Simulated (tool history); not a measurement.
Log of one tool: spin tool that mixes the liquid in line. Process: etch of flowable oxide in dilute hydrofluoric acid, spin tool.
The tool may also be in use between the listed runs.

| run | hour | temperature setpoint of the liquid (C) | parts of water to one part of 49 % hydrofluoric acid (parts by volume) | time under the liquid (s) | thickness taken off the flowable oxide on a monitor wafer (Å) |
|---|---|---|---|---|---|
| 1 | 0.0 | 22.0 | 225 | 25 | 33.147 |
| 2 | 6.4 | 22.0 | 275 | 25 | 26.028 |
| 3 | 8.2 | 24.0 | 255 | 25 | 30.373 |
| 4 | 12.9 | 24.0 | 195 | 25 | 42.144 |
| 5 | 19.0 | 24.0 | 195 | 25 | 42.801 |
| 6 | 25.6 | 25.0 | 195 | 25 | 43.979 |
| 7 | 26.6 | 25.5 | 195 | 25 | 44.234 |

Forecast run 8:
| 8 | 28.6 | 26.0 | 195 | 25 | ? |

Run 8 gave thickness taken off the flowable oxide on a monitor wafer (Å) 45.359.

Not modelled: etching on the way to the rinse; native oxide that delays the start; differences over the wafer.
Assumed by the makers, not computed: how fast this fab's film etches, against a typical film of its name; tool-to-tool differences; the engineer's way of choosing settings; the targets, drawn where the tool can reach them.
